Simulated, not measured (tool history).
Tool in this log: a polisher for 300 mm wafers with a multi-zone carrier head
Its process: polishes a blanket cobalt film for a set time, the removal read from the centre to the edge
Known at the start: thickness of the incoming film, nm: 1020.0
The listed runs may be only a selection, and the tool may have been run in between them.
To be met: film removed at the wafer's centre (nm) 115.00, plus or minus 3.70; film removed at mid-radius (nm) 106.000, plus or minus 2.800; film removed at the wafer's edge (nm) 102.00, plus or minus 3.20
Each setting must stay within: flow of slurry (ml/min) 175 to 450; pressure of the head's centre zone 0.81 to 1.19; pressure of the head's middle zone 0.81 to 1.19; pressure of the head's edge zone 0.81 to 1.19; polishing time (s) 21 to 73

run,hour,flow of slurry (ml/min),pressure of the head's centre zone,pressure of the head's middle zone,pressure of the head's edge zone,polishing time (s),film removed at the wafer's centre (nm),film removed at mid-radius (nm),film removed at the wafer's edge (nm)
1,0.0,290,1.00,1.00,1.00,47,153.22,154.980,155.86
2,8.7,290,1.00,1.00,1.00,36,117.04,119.150,117.82
3,10.1,290,1.00,1.00,1.00,43,138.27,143.800,145.32
4,18.7,290,1.00,1.00,1.00,34,109.27,112.070,112.30
5,26.3,290,1.01,1.00,0.98,34,112.22,112.580,110.47
6,28.2,285,1.01,1.00,0.97,34,110.83,112.010,111.72
7,33.4,290,1.02,1.00,0.96,34,112.04,112.230,110.45
8,42.0,290,1.03,1.00,0.95,34,113.78,114.270,108.90
9,47.5,285,1.03,0.99,0.94,34,111.30,110.640,108.96
10,49.4,285,1.04,0.99,0.93,34,114.23,111.960,109.61
11,50.2,285,1.05,0.99,0.92,34,114.23,111.590,106.26
12,56.0,280,1.05,0.99,0.92,34,114.11,111.670,107.31
13,62.3,280,1.05,0.99,0.91,34,114.75,111.780,108.68
14,66.9,280,1.05,0.99,0.91,34,114.18,111.990,107.72
15,68.2,280,1.05,0.99,0.91,34,114.52,110.540,106.54
16,70.1,275,1.05,0.99,0.90,34,114.95,109.540,105.41
17,76.7,270,1.05,0.99,0.90,34,115.99,109.760,108.05

Below are 4 possible settings for the next run. Only one of them brings all results inside the allowed miss of their targets. Which is it?
A,83.3,310,1.01,0.98,0.94,32,?,?,?
B,83.3,200,1.09,0.91,0.86,34,?,?,?
C,83.3,195,0.98,0.89,0.93,38,?,?,?
D,83.3,380,1.09,0.98,0.91,32,?,?,?

move,film removed at the wafer's centre (nm),film removed at mid-radius (nm),film removed at the wafer's edge (nm)
A,104.20,103.470,103.51
B,113.24,98.435,101.89
C,113.25,107.690,117.76
D,114.63,105.190,103.29
A: the worst result of the last run now meets its target, but another is out of spec
B: the worst result of the last run now meets its target, but another is out of spec
C: the biggest miss grows against the last run
D: hits every target within its allowed miss
The right move is D.
